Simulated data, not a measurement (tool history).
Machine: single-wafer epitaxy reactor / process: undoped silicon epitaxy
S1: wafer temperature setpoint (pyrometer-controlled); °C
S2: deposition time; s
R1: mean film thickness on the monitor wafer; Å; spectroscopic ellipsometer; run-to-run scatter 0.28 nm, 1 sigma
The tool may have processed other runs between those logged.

run 1 hour=0 | S1=665 S2=203 | R1=465.63
run 2 hour=8.2 | S1=667 S2=203 | R1=487.76
run 3 hour=10 | S1=669 S2=203 | R1=509.14
run 4 hour=13.9 | S1=677 S2=203 | R1=614.69
run 5 hour=15.4 | S1=684 S2=203 | R1=723.42
run 6 hour=18.3 | S1=680 S2=203 | R1=660.7
run 7 hour=24.5 | S1=677 S2=203 | R1=617.85
run 8 hour=27.9 | S1=675 S2=203 | R1=592.39

Forecast run 9:
run 9 hour=32.5 | S1=674 S2=203 | R1=?

R1: 572.13 Å
